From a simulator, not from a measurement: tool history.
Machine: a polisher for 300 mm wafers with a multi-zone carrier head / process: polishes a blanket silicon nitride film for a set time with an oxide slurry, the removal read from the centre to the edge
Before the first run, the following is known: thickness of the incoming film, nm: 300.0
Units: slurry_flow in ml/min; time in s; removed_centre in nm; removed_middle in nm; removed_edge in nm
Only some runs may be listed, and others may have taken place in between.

run	hour	slurry_flow	centre_zone	middle_zone	edge_zone	slurry_solids	time	removed_centre	removed_middle	removed_edge
1	0.0	180	1.00	1.00	1.00	1.00	31	13.461	14.023	13.924
2	5.1	185	1.02	1.00	1.02	1.10	31	13.906	14.256	14.497
3	6.4	195	1.04	1.00	1.03	1.15	32	15.206	15.245	15.494
4	13.5	195	1.04	1.00	1.03	1.15	39	18.555	18.886	18.631
5	17.8	195	1.04	1.00	1.09	1.15	39	19.125	18.761	19.146
6	24.2	195	1.04	1.00	1.09	1.35	39	19.810	20.167	20.623
7	27.4	200	1.05	0.99	1.09	1.35	39	20.562	19.740	20.403
8	31.9	205	1.05	0.98	1.10	1.35	39	20.067	19.620	21.195
9	32.7	205	1.07	0.98	1.10	1.35	39	20.452	19.435	20.879
10	36.0	205	1.08	0.98	1.10	1.35	39	20.841	19.543	21.206

What does the tool deliver on the next run?
11	41.2	205	1.09	0.98	1.09	1.35	39	?	?	?

For run 11 the tool returned removed_centre 21.239 nm, removed_middle 19.254 nm, removed_edge 20.900 nm.

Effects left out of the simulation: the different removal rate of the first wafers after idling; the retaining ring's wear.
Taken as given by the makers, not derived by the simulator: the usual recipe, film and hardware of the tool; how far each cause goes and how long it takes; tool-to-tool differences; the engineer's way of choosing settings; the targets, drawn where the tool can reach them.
